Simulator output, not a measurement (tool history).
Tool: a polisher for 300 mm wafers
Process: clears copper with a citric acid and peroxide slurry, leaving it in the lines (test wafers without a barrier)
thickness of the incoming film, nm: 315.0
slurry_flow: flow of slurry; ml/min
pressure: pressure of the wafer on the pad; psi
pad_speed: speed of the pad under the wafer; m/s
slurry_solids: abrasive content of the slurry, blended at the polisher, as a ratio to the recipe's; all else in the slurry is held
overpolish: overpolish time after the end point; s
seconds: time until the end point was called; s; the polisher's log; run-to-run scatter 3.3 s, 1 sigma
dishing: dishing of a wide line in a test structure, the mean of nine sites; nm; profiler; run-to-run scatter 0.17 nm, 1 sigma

run  hour  slurry_flow  pressure  pad_speed  slurry_solids  overpolish  seconds  dishing
  1     0          170         4       0.96              1          29   122.54   40.972
  2   7.4          170       3.2       0.96              1          29   156.12   33.747
  3  10.2          170       2.9       0.94              1          24   181.93   27.463
  4  15.9          170       2.9       0.94           1.15          24   168.19   27.555
  5  16.4          170       2.6       0.92           1.25          21   188.43   23.637
  6  20.5          170       2.6       0.92           1.25          15   187.37   16.998

Predict the results of run 7:
  7  28.8          170       2.5       0.92           1.25          14        ?        ?

{"run 7": {"seconds": 198.45, "dishing": 15.791}}

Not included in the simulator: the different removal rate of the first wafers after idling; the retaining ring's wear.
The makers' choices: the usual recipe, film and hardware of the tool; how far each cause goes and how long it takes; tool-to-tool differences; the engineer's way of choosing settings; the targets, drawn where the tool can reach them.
